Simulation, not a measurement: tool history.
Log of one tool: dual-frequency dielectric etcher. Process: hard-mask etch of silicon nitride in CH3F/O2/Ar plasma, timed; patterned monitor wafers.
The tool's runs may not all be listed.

run,hour,source power (kW),bias power (kW),etch time (s),mean etch depth across the wafer (Å)
1,0.0,0.360,0.074,151.5,989.88
2,5.5,0.360,0.074,139.5,909.88
3,12.4,0.360,0.074,139.5,913.65
4,17.2,0.380,0.077,140.5,950.83
5,25.9,0.380,0.077,139.5,943.10
6,34.2,0.320,0.077,139.5,899.61
7,37.9,0.320,0.077,139.5,894.23
8,39.1,0.350,0.081,141.0,958.37
9,42.3,0.370,0.083,141.5,977.66

The next listed run, before its measurement:
10,45.2,0.370,0.083,141.5,?

Run 10 gave mean etch depth across the wafer (Å) 974.96.
